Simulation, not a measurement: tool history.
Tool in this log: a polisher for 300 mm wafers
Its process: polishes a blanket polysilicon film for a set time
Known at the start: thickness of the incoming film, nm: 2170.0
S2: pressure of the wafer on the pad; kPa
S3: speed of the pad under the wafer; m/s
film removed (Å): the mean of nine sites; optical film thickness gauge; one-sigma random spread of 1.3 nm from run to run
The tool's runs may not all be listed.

run 1 hour=0 | flow_of_slurry_(ml/min)=220 S2=13.1 S3=1.2 polishing_time_(s)=33 | film_removed_(Å)=2578.4
run 2 hour=7 | flow_of_slurry_(ml/min)=220 S2=13.1 S3=0.9 polishing_time_(s)=33 | film_removed_(Å)=2159.8
run 3 hour=8.8 | flow_of_slurry_(ml/min)=215 S2=11.7 S3=0.9 polishing_time_(s)=33 | film_removed_(Å)=1914.3
run 4 hour=14.7 | flow_of_slurry_(ml/min)=215 S2=10.3 S3=0.9 polishing_time_(s)=33 | film_removed_(Å)=1716.5
run 5 hour=20.2 | flow_of_slurry_(ml/min)=215 S2=10.3 S3=0.72 polishing_time_(s)=33 | film_removed_(Å)=1505.7
run 6 hour=27.9 | flow_of_slurry_(ml/min)=215 S2=11.7 S3=0.72 polishing_time_(s)=33 | film_removed_(Å)=1700.3
run 7 hour=32.4 | flow_of_slurry_(ml/min)=210 S2=11.7 S3=0.72 polishing_time_(s)=33 | film_removed_(Å)=1685.2

The next listed run, before its measurement:
run 8 hour=38.9 | flow_of_slurry_(ml/min)=205 S2=11.7 S3=0.72 polishing_time_(s)=33 | film_removed_(Å)=?

{"run 8": {"film removed (Å)": 1678.1}}

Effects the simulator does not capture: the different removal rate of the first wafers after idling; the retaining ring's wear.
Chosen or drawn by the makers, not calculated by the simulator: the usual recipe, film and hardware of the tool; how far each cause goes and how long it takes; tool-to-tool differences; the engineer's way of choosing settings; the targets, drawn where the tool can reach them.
